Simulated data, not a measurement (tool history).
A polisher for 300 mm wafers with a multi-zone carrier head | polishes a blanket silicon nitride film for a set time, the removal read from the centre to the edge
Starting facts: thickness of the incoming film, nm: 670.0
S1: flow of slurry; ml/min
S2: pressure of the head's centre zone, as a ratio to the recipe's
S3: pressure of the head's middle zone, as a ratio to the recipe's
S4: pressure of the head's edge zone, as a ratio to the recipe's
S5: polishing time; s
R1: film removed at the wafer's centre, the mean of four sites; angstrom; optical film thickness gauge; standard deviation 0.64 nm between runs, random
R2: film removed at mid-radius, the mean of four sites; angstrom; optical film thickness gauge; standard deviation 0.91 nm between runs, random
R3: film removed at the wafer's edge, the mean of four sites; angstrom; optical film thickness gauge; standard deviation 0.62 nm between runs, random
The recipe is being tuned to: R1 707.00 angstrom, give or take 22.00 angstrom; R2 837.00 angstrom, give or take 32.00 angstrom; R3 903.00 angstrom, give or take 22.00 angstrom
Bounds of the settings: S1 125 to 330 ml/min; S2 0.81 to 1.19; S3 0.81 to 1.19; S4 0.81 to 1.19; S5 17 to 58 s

run  hour   S1    S2    S3    S4  S5      R1      R2      R3
  1   0.0  210  1.00  1.00  1.00  37  703.35  681.63  680.92
  2   5.8  215  0.98  1.00  1.02  38  696.45  693.90  705.18
  3  12.1  180  0.98  1.00  1.02  38  683.14  678.82  699.76
  4  18.1  180  0.97  1.01  1.04  39  682.42  700.69  717.24
  5  26.5  185  0.96  1.01  1.06  40  705.42  709.02  744.85
  6  32.7  185  0.96  1.08  1.06  40  717.53  761.17  746.27
  7  41.0  190  0.94  1.08  1.08  41  711.72  790.86  780.11
  8  44.2  195  0.93  1.08  1.09  41  707.04  789.20  779.45
  9  52.7  200  0.92  1.07  1.10  41  697.61  792.23  793.96
 10  59.9  200  0.92  1.07  1.10  41  707.39  796.29  787.40
 11  66.4  200  0.91  1.06  1.11  41  692.79  774.83  800.68
 12  71.3  205  0.90  1.06  1.12  41  682.91  785.71  796.43
 13  74.3  210  0.89  1.05  1.13  41  672.73  786.11  797.68

Which single option among these 4 for the next run brings every result within its allowed miss of target? Just one does.
  A  77.3  180  0.85  0.98  1.17  44   ?   ?   ?
  B  77.3  195  0.97  1.10  1.10  36   ?   ?   ?
  C  77.3  190  0.86  1.04  1.19  45   ?   ?   ?
  D  77.3  180  0.87  0.91  1.19  45   ?   ?   ?

move      R1      R2      R3
   A  683.59  777.33  871.10
   B  647.72  709.23  695.23
   C  713.91  842.44  903.29
   D  715.37  747.11  899.67
A: better than the last run, though not everything is in spec
B: further off than the last run
C: hits every target within its allowed miss
D: puts the biggest miss on target and leaves a different result outside tolerance
The move that meets every target is C.
